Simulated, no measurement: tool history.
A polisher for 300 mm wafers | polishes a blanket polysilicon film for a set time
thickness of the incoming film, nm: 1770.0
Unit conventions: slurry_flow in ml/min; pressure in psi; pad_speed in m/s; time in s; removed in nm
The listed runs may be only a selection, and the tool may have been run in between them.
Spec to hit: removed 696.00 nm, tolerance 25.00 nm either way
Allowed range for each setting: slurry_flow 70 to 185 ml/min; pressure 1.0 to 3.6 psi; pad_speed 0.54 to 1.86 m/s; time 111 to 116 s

{"run": 1, "hour": 0.0, "slurry_flow": 120, "pressure": 2.3, "pad_speed": 1.18, "time": 111, "removed": 917.83}
{"run": 2, "hour": 3.1, "slurry_flow": 120, "pressure": 2.8, "pad_speed": 1.18, "time": 111, "removed": 1123.0}
{"run": 3, "hour": 7.2, "slurry_flow": 115, "pressure": 2.6, "pad_speed": 1.18, "time": 111, "removed": 1040.8}
{"run": 4, "hour": 13.2, "slurry_flow": 115, "pressure": 2.4, "pad_speed": 1.18, "time": 111, "removed": 951.53}
{"run": 5, "hour": 17.6, "slurry_flow": 115, "pressure": 2.1, "pad_speed": 1.18, "time": 111, "removed": 831.12}
{"run": 6, "hour": 21.2, "slurry_flow": 110, "pressure": 2.0, "pad_speed": 1.18, "time": 111, "removed": 798.47}
{"run": 7, "hour": 24.2, "slurry_flow": 110, "pressure": 1.9, "pad_speed": 1.18, "time": 111, "removed": 754.53}
{"run": 8, "hour": 26.8, "slurry_flow": 105, "pressure": 1.9, "pad_speed": 1.18, "time": 111, "removed": 745.56}
{"run": 9, "hour": 34.7, "slurry_flow": 100, "pressure": 1.9, "pad_speed": 1.18, "time": 111, "removed": 721.39}

Consider the 5 candidate settings below. Which is the only one whose results all fall within their allowed miss of target?
{"run": "A", "hour": 42.6, "slurry_flow": 120, "pressure": 1.8, "pad_speed": 1.2, "time": 116, "removed": "?"}
{"run": "B", "hour": 42.6, "slurry_flow": 95, "pressure": 1.6, "pad_speed": 1.34, "time": 111, "removed": "?"}
{"run": "C", "hour": 42.6, "slurry_flow": 80, "pressure": 2.0, "pad_speed": 1.02, "time": 111, "removed": "?"}
{"run": "D", "hour": 42.6, "slurry_flow": 115, "pressure": 2.1, "pad_speed": 1.1, "time": 111, "removed": "?"}
{"run": "E", "hour": 42.6, "slurry_flow": 90, "pressure": 2.0, "pad_speed": 1.18, "time": 114, "removed": "?"}

move=A removed=779.61
move=B removed=701.84
move=C removed=636.05
move=D removed=788.29
move=E removed=778.15
A: further off than the last run
B: each result inside its tolerance
C: moves the result that the last run missed by most past its target, out the other side
D: further off than the last run
E: further off than the last run
B is the move that brings every result within its allowed miss.
